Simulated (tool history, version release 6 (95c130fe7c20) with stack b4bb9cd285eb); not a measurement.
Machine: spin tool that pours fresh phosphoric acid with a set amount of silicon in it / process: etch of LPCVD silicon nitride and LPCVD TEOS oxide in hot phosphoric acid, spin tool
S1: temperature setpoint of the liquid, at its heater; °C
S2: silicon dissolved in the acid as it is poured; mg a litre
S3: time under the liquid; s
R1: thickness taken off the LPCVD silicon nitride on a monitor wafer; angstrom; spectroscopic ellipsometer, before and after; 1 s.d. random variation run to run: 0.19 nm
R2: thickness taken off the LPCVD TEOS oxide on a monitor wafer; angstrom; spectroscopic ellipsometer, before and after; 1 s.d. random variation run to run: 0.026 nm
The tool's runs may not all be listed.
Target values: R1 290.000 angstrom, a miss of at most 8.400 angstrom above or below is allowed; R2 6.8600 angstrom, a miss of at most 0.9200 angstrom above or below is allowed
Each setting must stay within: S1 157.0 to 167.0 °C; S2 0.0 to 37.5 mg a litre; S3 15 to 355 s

run	hour	S1	S2	S3	R1	R2
1	0.0	162.0	16.5	180	174.150	5.8393
2	2.6	162.0	16.5	100	97.187	3.1203
3	8.6	162.0	8.5	100	96.673	4.0601
4	9.6	163.0	15.5	140	140.890	4.7387
5	15.3	164.0	15.5	140	145.270	4.9889
6	19.9	166.0	15.5	140	156.600	5.6700
7	21.5	166.0	20.0	165	181.150	6.5687
8	22.0	165.0	25.0	195	209.680	6.2757
9	26.8	165.5	28.5	210	226.060	5.8802
10	30.2	165.5	29.5	220	238.820	5.8063
11	37.7	165.5	30.0	230	250.250	6.5250
12	44.4	166.0	31.5	235	258.740	5.8130
13	48.4	166.0	31.0	240	265.320	6.3677
14	50.1	166.0	31.0	245	272.080	6.5983

4 next moves are on the table. One of them brings every result within its allowed miss. Which?
A	51.8	166.5	32.0	235	?	?
B	51.8	167.0	30.0	230	?	?
C	51.8	166.5	37.5	260	?	?
D	51.8	165.5	30.5	265	?	?

move	R1	R2
A	261.410	6.3017
B	260.050	6.9492
C	289.220	5.3049
D	285.310	7.0432
A: further off than the last run
B: further off than the last run
C: brings the last run's worst result on target, with another outside its allowed miss
D: every result within its allowed miss
The move that meets every target is D.
